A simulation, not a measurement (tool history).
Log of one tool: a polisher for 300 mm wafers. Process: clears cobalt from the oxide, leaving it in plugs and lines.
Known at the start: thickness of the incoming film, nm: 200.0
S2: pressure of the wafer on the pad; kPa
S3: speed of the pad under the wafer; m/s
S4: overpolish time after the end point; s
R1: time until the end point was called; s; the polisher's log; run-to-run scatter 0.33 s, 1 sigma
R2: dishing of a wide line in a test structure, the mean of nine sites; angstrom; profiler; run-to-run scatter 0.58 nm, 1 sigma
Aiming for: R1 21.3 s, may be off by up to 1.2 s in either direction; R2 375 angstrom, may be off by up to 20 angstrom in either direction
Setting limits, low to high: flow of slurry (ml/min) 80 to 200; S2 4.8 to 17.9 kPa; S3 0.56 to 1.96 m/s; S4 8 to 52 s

Run 1, hour 0: flow of slurry (ml/min) 130, S2 11 kPa, S3 1.26 m/s, S4 26 s. Result: R1 37.764 s, R2 358.28 angstrom.
Run 2, hour 3.4: flow of slurry (ml/min) 130, S2 11 kPa, S3 1.26 m/s, S4 18 s. Result: R1 38.142 s, R2 343.5 angstrom.
Run 3, hour 7.1: flow of slurry (ml/min) 130, S2 11.7 kPa, S3 1.28 m/s, S4 19 s. Result: R1 34.637 s, R2 348.08 angstrom.
Run 4, hour 10.9: flow of slurry (ml/min) 130, S2 11.7 kPa, S3 1.28 m/s, S4 23 s. Result: R1 35.772 s, R2 357.98 angstrom.
Run 5, hour 16.2: flow of slurry (ml/min) 130, S2 12.4 kPa, S3 1.3 m/s, S4 22 s. Result: R1 33.537 s, R2 363.73 angstrom.
Run 6, hour 23.5: flow of slurry (ml/min) 105, S2 12.4 kPa, S3 1.3 m/s, S4 22 s. Result: R1 36.252 s, R2 356.57 angstrom.
At hour 24.4: head pressure recalibrated.
Run 7, hour 24.4: flow of slurry (ml/min) 140, S2 15.9 kPa, S3 1.34 m/s, S4 18 s. Result: R1 23.291 s, R2 375.4 angstrom.
Run 8, hour 30.8: flow of slurry (ml/min) 150, S2 15.9 kPa, S3 1.34 m/s, S4 16 s. Result: R1 22.413 s, R2 356.93 angstrom.

Consider the 5 candidate settings below. Which is the only one whose results all fall within their allowed miss of target?
Run A, hour 37.2: flow of slurry (ml/min) 175, S2 15.2 kPa, S3 1.56 m/s, S4 8 s. Result: R1 ?, R2 ?.
Run B, hour 37.2: flow of slurry (ml/min) 150, S2 17.2 kPa, S3 1.3 m/s, S4 22 s. Result: R1 ?, R2 ?.
Run C, hour 37.2: flow of slurry (ml/min) 180, S2 17.2 kPa, S3 1.3 m/s, S4 8 s. Result: R1 ?, R2 ?.
Run D, hour 37.2: flow of slurry (ml/min) 90, S2 16.5 kPa, S3 1.38 m/s, S4 16 s. Result: R1 ?, R2 ?.
Run E, hour 37.2: flow of slurry (ml/min) 165, S2 15.9 kPa, S3 1.48 m/s, S4 8 s. Result: R1 ?, R2 ?.

move      R1      R2
   A  19.828  319.44
   B  21.446  370.05
   C  20.802  314.47
   D  23.906  357.91
   E  20.175  317.65
A: takes the biggest miss from the last run beyond its target
B: meets every target
C: meets the target for the result that was furthest off, but another lies outside its allowed miss
D: misses by more than the last run did
E: meets the target for the result that was furthest off, but another lies outside its allowed miss
B is the move that brings every result within its allowed miss.
